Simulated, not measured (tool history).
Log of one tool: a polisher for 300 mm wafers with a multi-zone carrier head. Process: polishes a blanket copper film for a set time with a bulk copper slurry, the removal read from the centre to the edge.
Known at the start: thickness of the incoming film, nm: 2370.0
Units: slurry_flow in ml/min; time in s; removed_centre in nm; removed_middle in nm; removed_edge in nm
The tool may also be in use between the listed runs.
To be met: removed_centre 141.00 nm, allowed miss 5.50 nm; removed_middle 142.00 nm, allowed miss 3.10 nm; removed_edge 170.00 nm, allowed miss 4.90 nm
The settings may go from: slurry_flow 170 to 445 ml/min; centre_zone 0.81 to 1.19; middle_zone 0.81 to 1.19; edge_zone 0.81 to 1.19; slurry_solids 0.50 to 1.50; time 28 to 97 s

run  hour  slurry_flow  centre_zone  middle_zone  edge_zone  slurry_solids  time  removed_centre  removed_middle  removed_edge
  1   0.0          285         1.00         1.00       1.00           1.00    62          250.98          251.34        248.10
  2   6.6          270         0.96         0.95       1.01           0.85    57          203.13          208.08        221.16
  3   9.2          225         0.96         0.95       1.01           0.85    57          204.53          205.83        216.91
  4  14.9          225         0.96         0.95       1.01           1.05    57          215.69          218.52        227.97
  5  19.1          225         0.96         0.95       1.01           1.20    57          224.10          225.81        238.68
  6  24.1          185         0.96         0.95       1.01           1.20    57          217.77          220.62        233.56
  7  26.8          180         0.94         0.92       1.01           1.05    55          195.38          198.66        215.60
  8  35.3          180         0.93         0.89       1.01           0.90    54          187.45          182.19        203.92
  9  37.0          180         0.90         0.87       1.01           0.80    53          167.74          170.51        193.33
 10  41.0          180         0.89         0.85       1.01           0.75    52          160.09          159.44        184.76
 11  41.9          180         0.88         0.84       1.01           0.70    52          152.73          155.19        183.40
 12  42.5          175         0.89         0.81       0.96           0.50    51          135.58          129.35        155.15
 13  46.0          200         0.89         0.82       0.97           0.50    51          139.96          134.32        158.29

Which of these 5 next moves meets every target?
  A  49.5          175         0.84         0.81       0.96           0.50    56               ?               ?             ?
  B  49.5          265         0.89         0.84       0.90           0.55    48               ?               ?             ?
  C  49.5          215         0.91         0.82       1.00           0.50    50               ?               ?             ?
  D  49.5          205         0.83         0.85       0.97           0.50    55               ?               ?             ?
  E  49.5          185         0.90         0.81       1.00           0.50    52               ?               ?             ?

move  removed_centre  removed_middle  removed_edge
   A          138.72          143.38        169.03
   B          138.70          138.41        151.56
   C          138.75          133.10        157.25
   D          138.15          149.90        169.60
   E          139.41          134.22        161.05
A: meets every target
B: further off than the last run
C: further off than the last run
D: takes the result that was furthest off past its target
E: as far off as the last run
The right move is A.
